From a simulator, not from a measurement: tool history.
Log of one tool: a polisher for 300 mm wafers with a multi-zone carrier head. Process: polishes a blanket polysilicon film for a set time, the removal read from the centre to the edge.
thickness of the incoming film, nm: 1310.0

run,hour,flow of slurry (ml/min),pressure of the head's centre zone,pressure of the head's middle zone,pressure of the head's edge zone,polishing time (s),film removed at the wafer's centre (angstrom),film removed at mid-radius (angstrom),film removed at the wafer's edge (angstrom)
1,0.0,195,1.00,1.00,1.00,39,4312.7,4353.5,3975.4
2,8.8,195,0.97,1.00,1.00,39,4142.5,4347.2,3976.9
3,11.5,195,0.97,0.95,1.00,39,4180.2,4266.2,3942.3
4,20.3,220,0.97,0.95,1.00,39,4336.1,4231.7,4043.9
5,23.6,220,0.97,0.99,1.00,39,4222.6,4277.7,3996.4
6,29.4,220,0.97,0.99,0.96,34,3717.4,3865.0,3421.9

Run 7 comes next. What will it give?
7,30.4,225,0.97,0.96,0.94,31,?,?,?

film removed at the wafer's centre (angstrom): 3440.3
film removed at mid-radius (angstrom): 3410.7
film removed at the wafer's edge (angstrom): 3166.8

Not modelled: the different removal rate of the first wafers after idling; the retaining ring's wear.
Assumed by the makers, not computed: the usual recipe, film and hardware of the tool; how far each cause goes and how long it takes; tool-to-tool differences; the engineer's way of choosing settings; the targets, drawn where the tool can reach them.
